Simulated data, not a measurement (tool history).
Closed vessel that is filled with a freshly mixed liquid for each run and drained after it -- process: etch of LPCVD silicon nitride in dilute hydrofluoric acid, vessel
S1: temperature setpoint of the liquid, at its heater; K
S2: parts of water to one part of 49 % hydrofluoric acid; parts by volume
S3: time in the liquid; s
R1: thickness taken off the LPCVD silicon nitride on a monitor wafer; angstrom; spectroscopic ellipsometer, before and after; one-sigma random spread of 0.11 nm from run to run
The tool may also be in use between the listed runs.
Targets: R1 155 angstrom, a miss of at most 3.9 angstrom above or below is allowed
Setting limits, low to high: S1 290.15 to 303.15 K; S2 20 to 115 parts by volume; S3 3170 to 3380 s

Run 1, hour 0: S1 295.15 K, S2 65 parts by volume, S3 3170 s. Result: R1 201.31 angstrom.
Run 2, hour 2.3: S1 294.15 K, S2 65 parts by volume, S3 3170 s. Result: R1 187.11 angstrom.
Run 3, hour 8.5: S1 293.65 K, S2 65 parts by volume, S3 3170 s. Result: R1 182.63 angstrom.
Run 4, hour 18: S1 293.15 K, S2 65 parts by volume, S3 3170 s. Result: R1 174.55 angstrom.
At hour 20.7: thermometer replaced.
Run 5, hour 20.7: S1 296.15 K, S2 65 parts by volume, S3 3170 s. Result: R1 239.47 angstrom.
Run 6, hour 27.9: S1 295.15 K, S2 65 parts by volume, S3 3170 s. Result: R1 228.54 angstrom.
Run 7, hour 36.9: S1 294.65 K, S2 65 parts by volume, S3 3170 s. Result: R1 220.83 angstrom.
Run 8, hour 42.4: S1 293.65 K, S2 65 parts by volume, S3 3170 s. Result: R1 204.22 angstrom.
Run 9, hour 51.3: S1 290.15 K, S2 65 parts by volume, S3 3170 s. Result: R1 159.27 angstrom.
Run 10, hour 58.1: S1 290.15 K, S2 70 parts by volume, S3 3170 s. Result: R1 148.15 angstrom.

5 candidate next runs follow, results not yet known. Just one meets every target within its allowed miss. Identify it.
Run A, hour 64.9: S1 290.15 K, S2 75 parts by volume, S3 3245 s. Result: R1 ?.
Run B, hour 64.9: S1 290.15 K, S2 75 parts by volume, S3 3175 s. Result: R1 ?.
Run C, hour 64.9: S1 290.65 K, S2 75 parts by volume, S3 3185 s. Result: R1 ?.
Run D, hour 64.9: S1 292.15 K, S2 80 parts by volume, S3 3245 s. Result: R1 ?.
Run E, hour 64.9: S1 291.65 K, S2 75 parts by volume, S3 3325 s. Result: R1 ?.

move      R1
   A  142.31
   B  139.24
   C  144.67
   D  153.67
   E  161.95
A: misses by more than the last run did
B: misses by more than the last run did
C: misses by more than the last run did
D: every result within its allowed miss
E: takes the biggest miss from the last run beyond its target
Answer: D
